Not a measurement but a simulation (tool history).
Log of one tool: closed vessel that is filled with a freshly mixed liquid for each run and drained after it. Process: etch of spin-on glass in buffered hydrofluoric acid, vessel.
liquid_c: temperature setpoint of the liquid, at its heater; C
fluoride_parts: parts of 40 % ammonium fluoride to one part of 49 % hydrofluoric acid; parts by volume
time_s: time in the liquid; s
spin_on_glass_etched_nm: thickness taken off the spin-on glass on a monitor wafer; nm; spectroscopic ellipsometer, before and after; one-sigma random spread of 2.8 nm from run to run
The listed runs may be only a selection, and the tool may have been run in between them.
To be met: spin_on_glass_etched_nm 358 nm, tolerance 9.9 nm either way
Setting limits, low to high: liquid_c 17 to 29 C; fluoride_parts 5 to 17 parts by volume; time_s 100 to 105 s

| run | hour | liquid_c | fluoride_parts | time_s | spin_on_glass_etched_nm |
|---|---|---|---|---|---|
| 1 | 0 | 21 | 10.5 | 100 | 292.89 |
| 2 | 7.7 | 22 | 10.5 | 100 | 315 |
| 3 | 13.1 | 22 | 10.5 | 100 | 310.56 |
| 4 | 15.3 | 22 | 10.5 | 100 | 307.31 |
| 5 | 16.6 | 22.5 | 10.5 | 100 | 319.87 |
| 6 | 19.2 | 20 | 10.5 | 100 | 280.95 |
| 7 | 27.5 | 21 | 10.5 | 100 | 291.45 |
| 8 | 33.8 | 22 | 10.5 | 100 | 309.01 |
| 9 | 39.7 | 22.5 | 10.5 | 100 | 321.45 |

Which single option among these 5 for the next run brings every result within its allowed miss of target? Just one does.
| A | 45.6 | 21 | 12 | 105 | ? |
| B | 45.6 | 26 | 14.5 | 100 | ? |
| C | 45.6 | 22.5 | 9 | 100 | ? |
| D | 45.6 | 23.5 | 11 | 100 | ? |
| E | 45.6 | 22 | 12 | 100 | ? |

| move | spin_on_glass_etched_nm |
|---|---|
| A | 271.96 |
| B | 283 |
| C | 361.14 |
| D | 323.64 |
| E | 273.78 |
A: further off than the last run
B: further off than the last run
C: every result lands within tolerance
D: moves toward the targets from the last run without getting all of them in spec
E: further off than the last run
The right move is C.
